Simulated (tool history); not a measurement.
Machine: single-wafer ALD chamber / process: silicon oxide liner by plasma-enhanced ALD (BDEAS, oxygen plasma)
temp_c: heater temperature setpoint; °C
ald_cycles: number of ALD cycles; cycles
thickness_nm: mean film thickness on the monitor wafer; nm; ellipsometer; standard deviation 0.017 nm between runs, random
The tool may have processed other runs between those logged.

run  hour  temp_c  ald_cycles  thickness_nm
  1   0.0     320          75        6.8034
  2   0.6     320          72        6.5359
  3   4.9     320          76        6.8979
  4  13.4     320          73        6.6209
  5  17.5     320          71        6.4451
  6  21.6     320          69        6.2362
  7  26.9     320          68        6.1606

Run 8 comes next. What will it give?
  8  30.2     320          67             ?

{"run 8": {"thickness_nm": 6.0492}}
